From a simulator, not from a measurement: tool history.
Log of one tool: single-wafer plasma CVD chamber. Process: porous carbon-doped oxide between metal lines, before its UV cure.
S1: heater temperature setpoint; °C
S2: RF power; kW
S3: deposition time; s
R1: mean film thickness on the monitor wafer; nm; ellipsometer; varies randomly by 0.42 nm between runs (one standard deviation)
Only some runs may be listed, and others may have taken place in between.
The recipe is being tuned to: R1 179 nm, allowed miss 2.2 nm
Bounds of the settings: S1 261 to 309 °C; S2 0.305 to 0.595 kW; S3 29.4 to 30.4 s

run 1 hour=0 | S1=285 S2=0.45 S3=29.4 | R1=166.8
run 2 hour=2.7 | S1=284 S2=0.45 S3=29.4 | R1=168.02
run 3 hour=4.6 | S1=283 S2=0.45 S3=29.4 | R1=168.39
run 4 hour=11.8 | S1=283 S2=0.4 S3=29.4 | R1=154.16
run 5 hour=12.3 | S1=283 S2=0.4 S3=29.4 | R1=153.64
run 6 hour=19.5 | S1=281 S2=0.4 S3=29.4 | R1=156
run 7 hour=24.3 | S1=269 S2=0.41 S3=29.4 | R1=171.88
run 8 hour=31.3 | S1=268 S2=0.41 S3=29.4 | R1=172.67
run 9 hour=37.3 | S1=267 S2=0.41 S3=29.4 | R1=174.41
run 10 hour=39.9 | S1=265 S2=0.41 S3=29.4 | R1=176.72

Next run, 5 choices. One meets every target within its allowed miss, the rest don't. Which?
run A hour=42.5 | S1=270 S2=0.435 S3=30.1 | R1=?
run B hour=42.5 | S1=266 S2=0.42 S3=30.4 | R1=?
run C hour=42.5 | S1=267 S2=0.44 S3=29.4 | R1=?
run D hour=42.5 | S1=261 S2=0.41 S3=29.7 | R1=?
run E hour=42.5 | S1=263 S2=0.4 S3=29.9 | R1=?

move=A R1=183.34
move=B R1=185.01
move=C R1=184.6
move=D R1=183.74
move=E R1=178.79
A: takes the result that was furthest off past its target
B: takes the result that was furthest off past its target
C: takes the result that was furthest off past its target
D: takes the result that was furthest off past its target
E: meets every target
Answer: E

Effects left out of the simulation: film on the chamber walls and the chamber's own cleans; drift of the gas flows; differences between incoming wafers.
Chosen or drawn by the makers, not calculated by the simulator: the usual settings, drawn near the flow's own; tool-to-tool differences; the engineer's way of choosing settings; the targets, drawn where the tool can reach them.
